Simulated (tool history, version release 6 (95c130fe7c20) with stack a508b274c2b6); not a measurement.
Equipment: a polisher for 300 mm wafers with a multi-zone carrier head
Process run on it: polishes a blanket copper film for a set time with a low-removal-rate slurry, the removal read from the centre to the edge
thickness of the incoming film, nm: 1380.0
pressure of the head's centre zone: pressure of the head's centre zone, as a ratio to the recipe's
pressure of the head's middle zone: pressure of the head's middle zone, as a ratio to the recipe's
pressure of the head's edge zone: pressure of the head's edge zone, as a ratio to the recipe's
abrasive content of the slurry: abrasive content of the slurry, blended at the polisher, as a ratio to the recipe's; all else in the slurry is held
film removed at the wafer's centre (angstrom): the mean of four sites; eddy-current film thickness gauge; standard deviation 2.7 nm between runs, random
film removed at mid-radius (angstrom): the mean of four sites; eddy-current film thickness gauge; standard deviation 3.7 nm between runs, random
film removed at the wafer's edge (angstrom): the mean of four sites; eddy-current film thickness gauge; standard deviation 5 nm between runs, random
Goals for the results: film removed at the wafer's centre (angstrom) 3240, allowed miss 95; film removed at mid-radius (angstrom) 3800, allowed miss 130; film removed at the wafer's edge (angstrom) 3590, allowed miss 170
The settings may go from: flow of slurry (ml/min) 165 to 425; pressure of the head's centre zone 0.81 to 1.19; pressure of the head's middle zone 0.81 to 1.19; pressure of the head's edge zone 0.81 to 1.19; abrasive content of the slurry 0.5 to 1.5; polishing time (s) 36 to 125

run,hour,flow of slurry (ml/min),pressure of the head's centre zone,pressure of the head's middle zone,pressure of the head's edge zone,abrasive content of the slurry,polishing time (s),film removed at the wafer's centre (angstrom),film removed at mid-radius (angstrom),film removed at the wafer's edge (angstrom)
1,0,275,1,1,1,1,80,3863.3,3963.8,3820.2
2,5.9,275,1,1,1,1,99,4779.6,4931.6,4820.7
3,9,270,0.95,0.99,0.96,0.85,96,4231.8,4496.5,4245.3
4,12.5,255,0.9,0.98,0.96,0.75,95,3759,4216.7,4150.5
5,17,250,0.87,0.97,0.92,0.7,95,3603.9,4030.5,3914.7
6,21.6,250,0.9,0.97,0.92,0.7,95,3652,4036.5,3914.1
7,30.2,225,0.81,0.97,0.85,0.5,94,2763.5,3423.5,3210.6
8,32.3,265,0.82,0.97,0.87,0.5,94,2913.4,3479.1,3246.8
9,34.7,265,0.82,0.97,0.87,0.5,94,2922.6,3466.9,3241.2
10,39.6,265,0.84,0.99,0.9,0.5,93,2857.8,3480.4,3249.3

Which one of the following 5 next-run settings gets every result inside its allowed miss? There is exactly one.
A,44.5,180,0.87,1,0.88,0.5,105,?,?,?
B,44.5,285,0.87,0.85,0.98,0.5,92,?,?,?
C,44.5,220,0.84,0.82,1.03,0.5,99,?,?,?
D,44.5,345,0.88,0.81,0.85,0.55,96,?,?,?
E,44.5,305,0.9,0.84,0.89,0.55,97,?,?,?

move,film removed at the wafer's centre (angstrom),film removed at mid-radius (angstrom),film removed at the wafer's edge (angstrom)
A,3235.9,3767,3539.2
B,3016.2,3050.2,3408.1
C,3045.1,3096.2,3677.1
D,3397.9,3265.1,3540.3
E,3462.5,3361.4,3620.6
A: hits every target within its allowed miss
B: the biggest miss grows against the last run
C: the biggest miss grows against the last run
D: pushes the last run's worst result past its target
E: pushes the last run's worst result past its target
Go with A: it meets all targets.
